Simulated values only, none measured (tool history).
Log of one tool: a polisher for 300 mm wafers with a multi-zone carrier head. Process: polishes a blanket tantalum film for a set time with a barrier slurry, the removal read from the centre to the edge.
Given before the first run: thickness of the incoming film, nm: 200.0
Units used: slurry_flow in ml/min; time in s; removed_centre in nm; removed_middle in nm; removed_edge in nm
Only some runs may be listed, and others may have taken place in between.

| run | hour | slurry_flow | centre_zone | middle_zone | edge_zone | slurry_solids | time | removed_centre | removed_middle | removed_edge |
|---|---|---|---|---|---|---|---|---|---|---|
| 1 | 0 | 185 | 1 | 1 | 1 | 1 | 46 | 43.829 | 42.527 | 44.194 |
| 2 | 6.9 | 190 | 0.99 | 1.02 | 1.02 | 1 | 46 | 42.347 | 43.35 | 44.004 |
| 3 | 10 | 190 | 0.95 | 1.02 | 1.02 | 1 | 46 | 41.026 | 43.409 | 44.065 |
| 4 | 12.9 | 195 | 0.95 | 1.03 | 1.03 | 1.05 | 46 | 41.67 | 45.332 | 45.248 |
| 5 | 14 | 195 | 0.95 | 1.03 | 1.03 | 0.9 | 46 | 40.142 | 42.152 | 42.855 |
| 6 | 22.2 | 200 | 0.95 | 1.04 | 1.04 | 0.95 | 46 | 41.318 | 43.629 | 43.899 |
| 7 | 30.1 | 205 | 0.94 | 1.05 | 1.05 | 1 | 46 | 42.07 | 44.505 | 45.387 |
| 8 | 36.9 | 210 | 0.93 | 1.07 | 1.05 | 1.05 | 46 | 41.213 | 45.853 | 45.987 |
| 9 | 45.7 | 215 | 0.93 | 1.08 | 1.05 | 1.1 | 46 | 42.129 | 47.742 | 46.976 |
| 10 | 48.4 | 220 | 0.93 | 1.09 | 1.06 | 1.1 | 46 | 42.079 | 48.578 | 46.403 |

Predict the results of run 11:
| 11 | 53.1 | 220 | 0.93 | 1.09 | 1.07 | 1.1 | 46 | ? | ? | ? |

{"run 11": {"removed_centre": 42.479, "removed_middle": 48.21, "removed_edge": 46.601}}

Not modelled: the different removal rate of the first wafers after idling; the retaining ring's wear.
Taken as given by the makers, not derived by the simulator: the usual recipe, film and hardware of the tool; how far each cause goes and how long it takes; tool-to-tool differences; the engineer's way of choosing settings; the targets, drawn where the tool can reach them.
